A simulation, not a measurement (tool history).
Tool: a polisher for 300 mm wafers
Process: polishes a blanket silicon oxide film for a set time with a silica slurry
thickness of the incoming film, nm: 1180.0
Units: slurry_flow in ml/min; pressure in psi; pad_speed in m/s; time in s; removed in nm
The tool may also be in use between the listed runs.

{"run": 1, "day": 0.0, "slurry_flow": 270, "pressure": 4.8, "pad_speed": 1.56, "slurry_solids": 1.0, "time": 48, "removed": 270.96}
{"run": 2, "day": 0.2, "slurry_flow": 270, "pressure": 4.0, "pad_speed": 1.56, "slurry_solids": 1.0, "time": 48, "removed": 224.36}
{"run": 3, "day": 0.362, "slurry_flow": 270, "pressure": 4.0, "pad_speed": 1.56, "slurry_solids": 1.0, "time": 43, "removed": 200.21}
{"run": 4, "day": 0.442, "slurry_flow": 270, "pressure": 4.0, "pad_speed": 1.56, "slurry_solids": 0.85, "time": 43, "removed": 184.6}
{"run": 5, "day": 0.525, "slurry_flow": 270, "pressure": 4.8, "pad_speed": 1.58, "slurry_solids": 0.85, "time": 43, "removed": 223.68}
{"run": 6, "day": 0.638, "slurry_flow": 270, "pressure": 4.8, "pad_speed": 1.78, "slurry_solids": 0.85, "time": 43, "removed": 245.71}

The next listed run, before its measurement:
{"run": 7, "day": 0.817, "slurry_flow": 270, "pressure": 5.2, "pad_speed": 1.8, "slurry_solids": 0.85, "time": 43, "removed": "?"}

Run 7 gave removed 265.17 nm.

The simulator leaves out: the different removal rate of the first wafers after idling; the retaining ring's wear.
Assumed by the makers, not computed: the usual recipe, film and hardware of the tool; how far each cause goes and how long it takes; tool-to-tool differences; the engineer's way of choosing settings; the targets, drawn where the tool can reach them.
